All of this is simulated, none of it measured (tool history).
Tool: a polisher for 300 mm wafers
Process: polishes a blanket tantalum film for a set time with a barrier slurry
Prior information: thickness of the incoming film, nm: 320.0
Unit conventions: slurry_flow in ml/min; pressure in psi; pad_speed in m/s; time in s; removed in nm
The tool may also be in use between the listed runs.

run,day,slurry_flow,pressure,pad_speed,slurry_solids,time,removed
1,0,290,2.2,0.9,1,94,175.87
2,0.217,290,2.2,0.68,1,94,134.98
3,0.383,290,2.1,0.68,1,94,127.03
4,0.521,290,2.1,0.68,1,99,133.8
5,0.55,290,2,0.68,1,99,127.89
6,0.921,290,2,0.68,1.2,99,135.18
7,1.125,290,1.9,0.68,1.2,99,131.27

Run 8 has not been measured yet. What should we expect?
8,1.233,290,1.9,0.68,1.2,99,?

removed: 129.16 nm

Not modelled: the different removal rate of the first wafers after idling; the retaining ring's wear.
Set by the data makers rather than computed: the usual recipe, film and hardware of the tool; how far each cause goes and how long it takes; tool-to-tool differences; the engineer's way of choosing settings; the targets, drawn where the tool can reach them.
